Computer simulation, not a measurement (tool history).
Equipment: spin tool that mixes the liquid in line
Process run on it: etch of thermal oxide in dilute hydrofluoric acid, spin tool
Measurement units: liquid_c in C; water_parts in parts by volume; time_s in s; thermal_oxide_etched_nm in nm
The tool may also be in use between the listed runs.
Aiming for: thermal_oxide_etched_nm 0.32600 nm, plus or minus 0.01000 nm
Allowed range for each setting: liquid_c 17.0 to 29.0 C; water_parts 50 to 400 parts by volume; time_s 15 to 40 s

{"run": 1, "hour": 0.0, "liquid_c": 21.0, "water_parts": 225, "time_s": 40, "thermal_oxide_etched_nm": 0.61394}
{"run": 2, "hour": 2.7, "liquid_c": 21.0, "water_parts": 225, "time_s": 40, "thermal_oxide_etched_nm": 0.61748}
{"run": 3, "hour": 5.5, "liquid_c": 21.0, "water_parts": 190, "time_s": 40, "thermal_oxide_etched_nm": 0.76187}
{"run": 4, "hour": 10.5, "liquid_c": 20.0, "water_parts": 230, "time_s": 40, "thermal_oxide_etched_nm": 0.58141}
{"run": 5, "hour": 18.1, "liquid_c": 19.0, "water_parts": 260, "time_s": 40, "thermal_oxide_etched_nm": 0.48648}
{"run": 6, "hour": 27.1, "liquid_c": 18.5, "water_parts": 285, "time_s": 40, "thermal_oxide_etched_nm": 0.42288}
{"run": 7, "hour": 30.4, "liquid_c": 18.0, "water_parts": 300, "time_s": 40, "thermal_oxide_etched_nm": 0.39217}
{"run": 8, "hour": 36.8, "liquid_c": 17.5, "water_parts": 310, "time_s": 40, "thermal_oxide_etched_nm": 0.36573}
{"run": 9, "hour": 38.2, "liquid_c": 17.5, "water_parts": 315, "time_s": 40, "thermal_oxide_etched_nm": 0.3594}
{"run": 10, "hour": 39.3, "liquid_c": 17.5, "water_parts": 320, "time_s": 40, "thermal_oxide_etched_nm": 0.35161}
{"run": 11, "hour": 46.7, "liquid_c": 17.5, "water_parts": 325, "time_s": 40, "thermal_oxide_etched_nm": 0.34191}

Which single option among these 4 for the next run brings every result within its allowed miss of target? Just one does.
{"run": "A", "hour": 54.1, "liquid_c": 18.0, "water_parts": 345, "time_s": 40, "thermal_oxide_etched_nm": "?"}
{"run": "B", "hour": 54.1, "liquid_c": 21.0, "water_parts": 360, "time_s": 40, "thermal_oxide_etched_nm": "?"}
{"run": "C", "hour": 54.1, "liquid_c": 18.0, "water_parts": 325, "time_s": 40, "thermal_oxide_etched_nm": "?"}
{"run": "D", "hour": 54.1, "liquid_c": 17.0, "water_parts": 315, "time_s": 40, "thermal_oxide_etched_nm": "?"}

move=A thermal_oxide_etched_nm=0.32263
move=B thermal_oxide_etched_nm=0.33984
move=C thermal_oxide_etched_nm=0.34822
move=D thermal_oxide_etched_nm=0.34902
A: each result inside its tolerance
B: an improvement on the last run, though not all results are within tolerance
C: its largest miss is bigger than the last run's
D: its largest miss is bigger than the last run's
Go with A: it meets all targets.

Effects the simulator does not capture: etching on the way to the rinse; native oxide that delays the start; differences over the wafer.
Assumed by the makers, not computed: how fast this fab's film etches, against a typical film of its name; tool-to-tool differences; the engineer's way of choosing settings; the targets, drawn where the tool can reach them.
